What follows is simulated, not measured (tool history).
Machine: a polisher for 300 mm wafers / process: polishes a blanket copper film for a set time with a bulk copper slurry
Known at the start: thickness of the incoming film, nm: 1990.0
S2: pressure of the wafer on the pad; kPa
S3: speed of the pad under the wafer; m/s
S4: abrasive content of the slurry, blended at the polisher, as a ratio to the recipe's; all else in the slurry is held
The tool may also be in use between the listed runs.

{"run": 1, "day": 0.0, "flow of slurry (ml/min)": 215, "S2": 23.4, "S3": 1.2, "S4": 1.0, "polishing time (s)": 31, "film removed (Å)": 4120.1}
{"run": 2, "day": 0.096, "flow of slurry (ml/min)": 215, "S2": 22.1, "S3": 1.2, "S4": 1.0, "polishing time (s)": 31, "film removed (Å)": 3993.1}
{"run": 3, "day": 0.142, "flow of slurry (ml/min)": 215, "S2": 22.1, "S3": 1.2, "S4": 1.0, "polishing time (s)": 31, "film removed (Å)": 4035.0}
{"run": 4, "day": 0.433, "flow of slurry (ml/min)": 215, "S2": 20.7, "S3": 1.2, "S4": 1.0, "polishing time (s)": 31, "film removed (Å)": 3787.2}
{"run": 5, "day": 0.746, "flow of slurry (ml/min)": 215, "S2": 20.0, "S3": 1.2, "S4": 1.0, "polishing time (s)": 31, "film removed (Å)": 3688.9}
{"run": 6, "day": 0.971, "flow of slurry (ml/min)": 215, "S2": 20.0, "S3": 1.2, "S4": 1.1, "polishing time (s)": 31, "film removed (Å)": 3785.3}
{"run": 7, "day": 1.217, "flow of slurry (ml/min)": 215, "S2": 19.3, "S3": 1.2, "S4": 1.1, "polishing time (s)": 31, "film removed (Å)": 3625.8}
{"run": 8, "day": 1.329, "flow of slurry (ml/min)": 215, "S2": 18.6, "S3": 1.2, "S4": 1.1, "polishing time (s)": 31, "film removed (Å)": 3570.5}
{"run": 9, "day": 1.662, "flow of slurry (ml/min)": 215, "S2": 17.9, "S3": 1.2, "S4": 1.1, "polishing time (s)": 31, "film removed (Å)": 3568.9}

For run 10, what comes out?
{"run": 10, "day": 1.746, "flow of slurry (ml/min)": 215, "S2": 17.2, "S3": 1.2, "S4": 1.1, "polishing time (s)": 31, "film removed (Å)": "?"}

Run 10 gave film removed (Å) 3428.3.
